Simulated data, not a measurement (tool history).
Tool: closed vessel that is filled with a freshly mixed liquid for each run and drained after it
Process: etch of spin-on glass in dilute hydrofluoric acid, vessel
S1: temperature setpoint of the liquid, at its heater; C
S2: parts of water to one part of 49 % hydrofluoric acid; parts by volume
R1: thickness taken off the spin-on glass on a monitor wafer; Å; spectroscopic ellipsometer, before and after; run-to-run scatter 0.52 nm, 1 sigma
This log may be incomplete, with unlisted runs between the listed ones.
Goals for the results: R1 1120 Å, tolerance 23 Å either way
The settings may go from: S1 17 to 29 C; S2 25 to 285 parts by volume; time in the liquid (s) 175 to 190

run 1 hour=0 | S1=21 S2=155 time_in_the_liquid_(s)=175 | R1=626.4
run 2 hour=2.5 | S1=21 S2=190 time_in_the_liquid_(s)=175 | R1=495.66
run 3 hour=8.4 | S1=22.5 S2=175 time_in_the_liquid_(s)=175 | R1=576.43
run 4 hour=15.5 | S1=22.5 S2=175 time_in_the_liquid_(s)=175 | R1=577.36
run 5 hour=22.7 | S1=23.5 S2=165 time_in_the_liquid_(s)=175 | R1=640.28
run 6 hour=23.9 | S1=20 S2=165 time_in_the_liquid_(s)=175 | R1=563.9
run 7 hour=32.5 | S1=21.5 S2=155 time_in_the_liquid_(s)=175 | R1=645.99
run 8 hour=38.4 | S1=22.5 S2=150 time_in_the_liquid_(s)=175 | R1=693.19
run 9 hour=41 | S1=23.5 S2=145 time_in_the_liquid_(s)=175 | R1=751.13
run 10 hour=42.7 | S1=24.5 S2=140 time_in_the_liquid_(s)=175 | R1=802.5

Which one of the following 5 next-run settings gets every result inside its allowed miss? There is exactly one.
run A hour=44.4 | S1=25 S2=115 time_in_the_liquid_(s)=180 | R1=?
run B hour=44.4 | S1=27 S2=120 time_in_the_liquid_(s)=175 | R1=?
run C hour=44.4 | S1=24.5 S2=130 time_in_the_liquid_(s)=190 | R1=?
run D hour=44.4 | S1=25 S2=135 time_in_the_liquid_(s)=190 | R1=?
run E hour=44.4 | S1=26 S2=115 time_in_the_liquid_(s)=180 | R1=?

move=A R1=1073.7
move=B R1=1073.5
move=C R1=965.71
move=D R1=942.35
move=E R1=1116
A: an improvement on the last run, though not all results are within tolerance
B: an improvement on the last run, though not all results are within tolerance
C: an improvement on the last run, though not all results are within tolerance
D: an improvement on the last run, though not all results are within tolerance
E: every result lands within tolerance
Answer: E

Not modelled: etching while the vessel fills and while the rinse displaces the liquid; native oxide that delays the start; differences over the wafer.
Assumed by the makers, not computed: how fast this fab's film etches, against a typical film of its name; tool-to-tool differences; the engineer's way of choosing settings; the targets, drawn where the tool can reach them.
